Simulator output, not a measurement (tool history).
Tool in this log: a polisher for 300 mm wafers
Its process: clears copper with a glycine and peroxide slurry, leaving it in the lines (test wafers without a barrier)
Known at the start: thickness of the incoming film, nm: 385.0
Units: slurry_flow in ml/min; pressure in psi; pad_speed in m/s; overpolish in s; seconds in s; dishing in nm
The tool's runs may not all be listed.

Run 1, day 0.000: slurry_flow 205 ml/min, pressure 1.8 psi, pad_speed 1.08 m/s, overpolish 17 s. Result: seconds 107.77 s, dishing 38.510 nm.
Run 2, day 0.138: slurry_flow 200 ml/min, pressure 1.6 psi, pad_speed 1.12 m/s, overpolish 15 s. Result: seconds 111.84 s, dishing 33.114 nm.
Run 3, day 0.342: slurry_flow 185 ml/min, pressure 1.4 psi, pad_speed 1.16 m/s, overpolish 13 s. Result: seconds 114.56 s, dishing 28.064 nm.
Run 4, day 0.425: slurry_flow 225 ml/min, pressure 1.4 psi, pad_speed 1.16 m/s, overpolish 13 s. Result: seconds 113.06 s, dishing 28.134 nm.
Run 5, day 0.783: slurry_flow 195 ml/min, pressure 1.4 psi, pad_speed 1.16 m/s, overpolish 13 s. Result: seconds 115.17 s, dishing 28.436 nm.
Run 6, day 0.829: slurry_flow 195 ml/min, pressure 1.4 psi, pad_speed 1.16 m/s, overpolish 17 s. Result: seconds 117.17 s, dishing 35.267 nm.
Run 7, day 1.204: slurry_flow 215 ml/min, pressure 1.3 psi, pad_speed 1.14 m/s, overpolish 15 s. Result: seconds 120.97 s, dishing 30.259 nm.
Run 8, day 1.396: slurry_flow 230 ml/min, pressure 1.2 psi, pad_speed 1.16 m/s, overpolish 13 s. Result: seconds 124.56 s, dishing 26.113 nm.
Run 9, day 1.550: slurry_flow 245 ml/min, pressure 1.1 psi, pad_speed 1.18 m/s, overpolish 11 s. Result: seconds 125.94 s, dishing 23.025 nm.
Run 10, day 1.667: slurry_flow 260 ml/min, pressure 1.0 psi, pad_speed 1.20 m/s, overpolish 10 s. Result: seconds 130.61 s, dishing 20.168 nm.

Run 11 has not been measured yet. What should we expect?
Run 11, day 1.854: slurry_flow 265 ml/min, pressure 1.0 psi, pad_speed 1.22 m/s, overpolish 9 s. Result: seconds ?, dishing ?.

seconds: 127.33 s
dishing: 18.021 nm
